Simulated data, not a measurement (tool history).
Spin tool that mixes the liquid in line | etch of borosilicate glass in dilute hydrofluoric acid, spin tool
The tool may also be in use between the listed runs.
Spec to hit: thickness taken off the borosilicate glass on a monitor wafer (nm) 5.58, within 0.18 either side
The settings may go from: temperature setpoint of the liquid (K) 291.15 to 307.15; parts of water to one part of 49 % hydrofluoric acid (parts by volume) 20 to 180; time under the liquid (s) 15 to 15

run	day	temperature setpoint of the liquid (K)	parts of water to one part of 49 % hydrofluoric acid (parts by volume)	time under the liquid (s)	thickness taken off the borosilicate glass on a monitor wafer (nm)
1	0	299.15	100	15	3.5496
2	0.121	301.15	95	15	4.0308
3	0.312	302.65	90	15	4.517
4	0.45	303.65	90	15	4.7152
5	0.788	303.65	90	15	4.6945
6	0.938	303.65	70	15	6.276
7	1.221	302.65	70	15	5.9329
8	1.3	302.15	70	15	5.88
9	1.488	301.65	70	15	5.786

5 candidate next runs follow, results not yet known. Just one meets every target within its allowed miss. Identify it.
A	1.675	300.65	75	15	?
B	1.675	302.65	80	15	?
C	1.675	302.15	80	15	?
D	1.675	300.65	70	15	?
E	1.675	301.15	75	15	?

move	thickness taken off the borosilicate glass on a monitor wafer (nm)
A	5.1309
B	5.1612
C	5.063
D	5.5359
E	5.2322
A: the result that was furthest off in the last run now lies on the other side of its target
B: the result that was furthest off in the last run now lies on the other side of its target
C: the result that was furthest off in the last run now lies on the other side of its target
D: in spec on every target
E: the result that was furthest off in the last run now lies on the other side of its target
D meets every target.
